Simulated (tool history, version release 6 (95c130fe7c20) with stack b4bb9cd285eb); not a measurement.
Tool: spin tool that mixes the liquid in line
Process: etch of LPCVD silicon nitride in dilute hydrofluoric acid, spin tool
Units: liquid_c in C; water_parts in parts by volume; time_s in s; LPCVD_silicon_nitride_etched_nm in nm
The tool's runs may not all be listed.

run,day,liquid_c,water_parts,time_s,LPCVD_silicon_nitride_etched_nm
1,0,26,55,295,2.8005
2,0.221,24.5,55,295,2.5801
3,0.362,24.5,35,295,3.9017
4,0.55,22.5,45,295,2.7013
5,0.642,22.5,45,295,2.6669
6,0.729,21,50,295,2.2022
7,0.875,20,55,295,1.8337
8,1.038,19.5,55,295,1.8205
9,1.375,19,55,295,1.7541

Forecast run 10:
10,1.588,18.5,55,295,?

{"run 10": {"LPCVD_silicon_nitride_etched_nm": 1.7153}}

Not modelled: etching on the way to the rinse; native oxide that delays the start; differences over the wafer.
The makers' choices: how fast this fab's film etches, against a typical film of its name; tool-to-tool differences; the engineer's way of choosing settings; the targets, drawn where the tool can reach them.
